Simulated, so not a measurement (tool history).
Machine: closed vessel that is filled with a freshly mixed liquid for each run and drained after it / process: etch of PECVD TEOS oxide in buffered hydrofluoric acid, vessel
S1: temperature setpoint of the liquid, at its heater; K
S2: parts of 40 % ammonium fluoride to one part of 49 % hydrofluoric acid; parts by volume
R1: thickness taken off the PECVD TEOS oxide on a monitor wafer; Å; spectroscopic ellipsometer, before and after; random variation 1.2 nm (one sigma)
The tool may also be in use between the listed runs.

Run 1, hour 0.0: S1 296.15 K, S2 19.0 parts by volume, time in the liquid (s) 95. Result: R1 738.97 Å.
Run 2, hour 4.9: S1 298.15 K, S2 17.0 parts by volume, time in the liquid (s) 95. Result: R1 916.23 Å.
Run 3, hour 12.3: S1 298.15 K, S2 15.0 parts by volume, time in the liquid (s) 95. Result: R1 1042.40 Å.
Run 4, hour 14.4: S1 299.65 K, S2 14.5 parts by volume, time in the liquid (s) 95. Result: R1 1152.40 Å.
Run 5, hour 17.6: S1 299.65 K, S2 12.0 parts by volume, time in the liquid (s) 95. Result: R1 1401.50 Å.
Run 6, hour 22.0: S1 299.65 K, S2 12.0 parts by volume, time in the liquid (s) 100. Result: R1 1483.70 Å.

Run 7, settings as shown, results not yet in. Your forecast:
Run 7, hour 29.0: S1 300.15 K, S2 12.0 parts by volume, time in the liquid (s) 100. Result: R1 ?.

Run 7 measured R1 1501.90 Å.
